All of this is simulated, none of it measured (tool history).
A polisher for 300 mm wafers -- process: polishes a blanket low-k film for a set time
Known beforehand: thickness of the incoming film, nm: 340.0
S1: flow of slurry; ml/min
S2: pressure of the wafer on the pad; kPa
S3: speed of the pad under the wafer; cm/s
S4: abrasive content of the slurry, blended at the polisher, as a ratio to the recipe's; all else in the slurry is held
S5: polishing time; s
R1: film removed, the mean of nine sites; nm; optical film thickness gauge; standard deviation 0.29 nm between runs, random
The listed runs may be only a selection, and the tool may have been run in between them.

run  hour   S1    S2  S3   S4   S5      R1
  1   0.0  150  11.0  92  1.0  110  41.957
  2   1.6  150  11.0  92  1.0  110  40.233
  3   9.6  150   9.7  90  1.0  110  36.639
  4  12.2  150   9.7  90  1.0  110  37.738
  5  13.7  150   8.3  82  1.0  110  30.412
  6  20.8  150   8.3  82  1.0  116  32.204
  7  23.9  150   7.6  78  1.0  116  28.608

What does the tool deliver on the next run?
  8  32.5  150  6.9  76  1.0  116   ?

R1: 27.072 nm
